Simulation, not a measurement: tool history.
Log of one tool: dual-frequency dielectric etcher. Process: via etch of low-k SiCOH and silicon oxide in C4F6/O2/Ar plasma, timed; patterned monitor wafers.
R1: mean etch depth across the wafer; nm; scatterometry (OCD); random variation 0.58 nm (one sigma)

{"run": 1, "day": 0.0, "source power (W)": 250, "bias power (W)": 155, "etch time (s)": 39.5, "R1": 88.033}
{"run": 2, "day": 0.121, "source power (W)": 250, "bias power (W)": 165, "etch time (s)": 39.5, "R1": 89.153}
{"run": 3, "day": 0.454, "source power (W)": 250, "bias power (W)": 180, "etch time (s)": 39.5, "R1": 91.82}
{"run": 4, "day": 0.817, "source power (W)": 250, "bias power (W)": 162, "etch time (s)": 39.5, "R1": 89.138}
{"run": 5, "day": 0.933, "source power (W)": 220, "bias power (W)": 162, "etch time (s)": 39.5, "R1": 84.933}
{"run": 6, "day": 1.108, "source power (W)": 250, "bias power (W)": 168, "etch time (s)": 39.5, "R1": 89.018}
{"run": 7, "day": 1.317, "source power (W)": 280, "bias power (W)": 175, "etch time (s)": 39.5, "R1": 93.945}

The next listed run, before its measurement:
{"run": 8, "day": 1.342, "source power (W)": 300, "bias power (W)": 179, "etch time (s)": 39.5, "R1": "?"}

{"run 8": {"R1": 96.945}}
